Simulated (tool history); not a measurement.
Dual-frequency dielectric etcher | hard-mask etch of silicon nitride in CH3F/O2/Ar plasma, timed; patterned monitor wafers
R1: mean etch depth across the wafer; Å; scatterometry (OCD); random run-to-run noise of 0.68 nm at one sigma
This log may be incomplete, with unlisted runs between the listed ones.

{"run": 1, "day": 0.0, "source power (W)": 280, "bias power (W)": 91, "etch time (s)": 242.5, "R1": 1613.9}
{"run": 2, "day": 0.071, "source power (W)": 280, "bias power (W)": 102, "etch time (s)": 242.5, "R1": 1696.1}
{"run": 3, "day": 0.167, "source power (W)": 250, "bias power (W)": 98, "etch time (s)": 242.5, "R1": 1587.9}
{"run": 4, "day": 0.492, "source power (W)": 250, "bias power (W)": 98, "etch time (s)": 253.0, "R1": 1659.7}
{"run": 5, "day": 0.554, "source power (W)": 250, "bias power (W)": 107, "etch time (s)": 253.0, "R1": 1720.4}
{"run": 6, "day": 0.742, "source power (W)": 250, "bias power (W)": 92, "etch time (s)": 253.0, "R1": 1615.2}

Estimate the outcome of run 7 from the log above:
{"run": 7, "day": 0.892, "source power (W)": 190, "bias power (W)": 82, "etch time (s)": 252.0, "R1": "?"}

{"run 7": {"R1": 1359.4}}
